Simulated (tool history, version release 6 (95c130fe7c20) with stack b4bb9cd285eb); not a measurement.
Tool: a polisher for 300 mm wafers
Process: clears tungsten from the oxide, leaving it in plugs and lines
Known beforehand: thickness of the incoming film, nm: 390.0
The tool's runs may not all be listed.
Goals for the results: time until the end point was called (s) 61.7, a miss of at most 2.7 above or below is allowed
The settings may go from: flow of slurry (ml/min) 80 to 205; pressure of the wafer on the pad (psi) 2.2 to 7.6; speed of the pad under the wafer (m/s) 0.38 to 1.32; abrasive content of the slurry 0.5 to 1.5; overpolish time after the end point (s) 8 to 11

run,hour,flow of slurry (ml/min),pressure of the wafer on the pad (psi),speed of the pad under the wafer (m/s),abrasive content of the slurry,overpolish time after the end point (s),time until the end point was called (s)
1,0,135,4.9,0.84,1,11,78.734
2,2.7,135,5.1,0.84,1,11,76.306
3,5.1,135,5.1,0.84,1.1,11,73.787
4,6.8,165,5.1,0.84,1.1,11,71.982
5,15.7,195,5.1,0.84,1.1,11,69.686
6,23.1,195,4.6,0.84,1.1,11,77.715
7,26.7,195,4.7,0.84,1.1,11,76.794
8,29.7,195,4.8,0.84,1.1,11,75.204
9,32.7,195,4.9,0.84,1.1,11,72.851

Consider the 4 candidate settings below. Which is the only one whose results all fall within their allowed miss of target?
A,35.7,205,5,0.98,1,8,?
B,35.7,205,5.1,1.12,1,11,?
C,35.7,200,4.9,1.14,1.1,11,?
D,35.7,205,4.6,0.86,1,11,?

move,time until the end point was called (s)
A,62.654
B,53.953
C,54.117
D,77.129
A: every result within its allowed miss
B: pushes the last run's worst result past its target
C: pushes the last run's worst result past its target
D: its largest miss is bigger than the last run's
So the answer is move A, the one that meets all the targets.

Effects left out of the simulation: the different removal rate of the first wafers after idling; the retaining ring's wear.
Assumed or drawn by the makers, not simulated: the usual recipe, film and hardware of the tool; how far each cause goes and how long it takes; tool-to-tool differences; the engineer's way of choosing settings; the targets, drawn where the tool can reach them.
